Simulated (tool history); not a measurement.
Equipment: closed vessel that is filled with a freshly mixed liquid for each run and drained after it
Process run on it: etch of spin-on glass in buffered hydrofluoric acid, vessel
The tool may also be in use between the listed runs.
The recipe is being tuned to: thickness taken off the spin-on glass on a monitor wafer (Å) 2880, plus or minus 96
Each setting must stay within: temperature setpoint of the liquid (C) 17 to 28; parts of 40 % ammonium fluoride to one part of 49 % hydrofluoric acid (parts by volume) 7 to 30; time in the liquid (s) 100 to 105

| run | hour | temperature setpoint of the liquid (C) | parts of 40 % ammonium fluoride to one part of 49 % hydrofluoric acid (parts by volume) | time in the liquid (s) | thickness taken off the spin-on glass on a monitor wafer (Å) |
|---|---|---|---|---|---|
| 1 | 0 | 20 | 20 | 100 | 1450.9 |
| 2 | 7.9 | 21.5 | 19 | 100 | 1609.1 |
| 3 | 14 | 21.5 | 16.5 | 100 | 1851.3 |
| 4 | 21.4 | 23 | 16 | 100 | 2030.9 |
| 5 | 26.5 | 24 | 15.5 | 100 | 2281.4 |
| 6 | 32.8 | 24.5 | 15.5 | 100 | 2308.9 |
| 7 | 39.5 | 25 | 15.5 | 100 | 2403.6 |
| 8 | 46.2 | 25.5 | 15.5 | 100 | 2414.5 |
| 9 | 52.1 | 26 | 15.5 | 100 | 2508.2 |
| 10 | 60.9 | 26.5 | 15.5 | 100 | 2586.7 |
| 11 | 69.3 | 27 | 15.5 | 100 | 2611.3 |

Which one of the following 4 next-run settings gets every result inside its allowed miss? There is exactly one.
| A | 77.7 | 27 | 15 | 105 | ? |
| B | 77.7 | 26 | 14.5 | 100 | ? |
| C | 77.7 | 26.5 | 16.5 | 100 | ? |
| D | 77.7 | 25 | 13.5 | 100 | ? |

| move | thickness taken off the spin-on glass on a monitor wafer (Å) |
|---|---|
| A | 2877.1 |
| B | 2684.6 |
| C | 2428.7 |
| D | 2728.2 |
A: all results land within tolerance of their targets
B: better than the last run, though not everything is in spec
C: misses by more than the last run did
D: better than the last run, though not everything is in spec
Correct choice: A, which meets every target
